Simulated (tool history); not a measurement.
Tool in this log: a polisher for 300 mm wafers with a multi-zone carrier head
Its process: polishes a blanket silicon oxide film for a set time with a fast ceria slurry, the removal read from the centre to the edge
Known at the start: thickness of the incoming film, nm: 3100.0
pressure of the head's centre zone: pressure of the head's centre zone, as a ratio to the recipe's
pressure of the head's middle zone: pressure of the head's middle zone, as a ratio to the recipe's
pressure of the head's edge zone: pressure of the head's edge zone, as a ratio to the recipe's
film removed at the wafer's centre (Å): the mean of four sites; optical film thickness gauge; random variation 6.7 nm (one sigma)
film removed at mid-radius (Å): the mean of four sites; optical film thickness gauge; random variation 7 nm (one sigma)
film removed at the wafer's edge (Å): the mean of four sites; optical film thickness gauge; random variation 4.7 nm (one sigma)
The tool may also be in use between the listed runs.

run  hour  flow of slurry (ml/min)  pressure of the head's centre zone  pressure of the head's middle zone  pressure of the head's edge zone  polishing time (s)  film removed at the wafer's centre (Å)  film removed at mid-radius (Å)  film removed at the wafer's edge (Å)
  1   0.0                      170                                1.00                                1.00                              1.00                  68                                  9046.0                          8903.6                                8920.9
  2   1.7                      170                                1.00                                1.00                              1.00                  60                                  7931.2                          7817.9                                7905.6
  3   5.9                      170                                1.00                                0.94                              1.00                  60                                  7898.5                          7547.5                                7851.8
  4  11.0                      160                                0.98                                0.93                              0.97                  56                                  7217.3                          6804.6                                7217.2
  5  13.5                      160                                0.98                                0.93                              0.90                  56                                  7368.8                          6956.6                                6985.6
  6  18.5                      160                                1.04                                0.93                              0.90                  56                                  7638.6                          6761.1                                7008.4
  7  19.6                      150                                1.00                                0.92                              0.90                  53                                  7092.5                          6283.9                                6524.7
  8  23.9                      150                                0.96                                0.92                              0.91                  51                                  6290.2                          6203.0                                6359.6
  9  32.3                      140                                0.95                                0.91                              0.90                  50                                  6172.1                          5972.1                                6102.5

Run 10 is up next; what results do you expect?
     37.1  -- edge zone pressure recalibrated
 10  37.1                      135                                0.93                                0.90                              0.90                  50                                       ?                               ?                                     ?

Logged for run 10: film removed at the wafer's centre (Å) 6015.6, film removed at mid-radius (Å) 5824.1, film removed at the wafer's edge (Å) 6139.5.

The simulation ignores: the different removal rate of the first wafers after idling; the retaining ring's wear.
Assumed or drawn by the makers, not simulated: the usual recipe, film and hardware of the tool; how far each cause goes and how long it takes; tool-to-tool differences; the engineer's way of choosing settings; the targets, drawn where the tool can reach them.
